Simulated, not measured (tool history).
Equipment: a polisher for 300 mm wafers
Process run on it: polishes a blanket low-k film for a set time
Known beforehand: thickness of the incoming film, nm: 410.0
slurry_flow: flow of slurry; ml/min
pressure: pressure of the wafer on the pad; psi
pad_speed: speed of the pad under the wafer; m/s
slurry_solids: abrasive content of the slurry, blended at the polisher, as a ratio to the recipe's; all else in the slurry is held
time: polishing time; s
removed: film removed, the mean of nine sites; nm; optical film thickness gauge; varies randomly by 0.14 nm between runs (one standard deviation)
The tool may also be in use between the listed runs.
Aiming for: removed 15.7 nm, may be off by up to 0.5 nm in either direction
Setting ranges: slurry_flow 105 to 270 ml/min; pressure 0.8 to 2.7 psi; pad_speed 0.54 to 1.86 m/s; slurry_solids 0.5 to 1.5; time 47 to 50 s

| run | hour | slurry_flow | pressure | pad_speed | slurry_solids | time | removed |
|---|---|---|---|---|---|---|---|
| 1 | 0 | 175 | 1.7 | 1.18 | 1 | 47 | 20.77 |
| 2 | 2.7 | 145 | 1.7 | 1.18 | 1 | 47 | 19.865 |
| 3 | 7 | 140 | 1.6 | 1.18 | 1 | 47 | 18.492 |
| 4 | 7.8 | 135 | 1.5 | 1.18 | 1 | 47 | 17.304 |
| 5 | 12 | 130 | 1.5 | 1.18 | 1 | 47 | 17.297 |
| 6 | 19.4 | 130 | 1.8 | 1.18 | 1 | 47 | 20.37 |
| 7 | 25.6 | 125 | 1.7 | 1.18 | 1 | 47 | 19.287 |
| 8 | 29.4 | 120 | 1.6 | 1.18 | 1 | 47 | 17.699 |

Which one of the following 4 next-run settings gets every result inside its allowed miss? There is exactly one.
| A | 33.2 | 140 | 1.2 | 1 | 1.2 | 48 | ? |
| B | 33.2 | 105 | 1.3 | 1.32 | 0.85 | 50 | ? |
| C | 33.2 | 140 | 1.4 | 1.12 | 0.9 | 50 | ? |
| D | 33.2 | 120 | 1.7 | 1.04 | 1.05 | 47 | ? |

| move | removed |
|---|---|
| A | 14.535 |
| B | 14.364 |
| C | 15.644 |
| D | 18.212 |
A: moves the result that the last run missed by most past its target, out the other side
B: moves the result that the last run missed by most past its target, out the other side
C: every result within its allowed miss
D: further off than the last run
Go with C: it meets all targets.
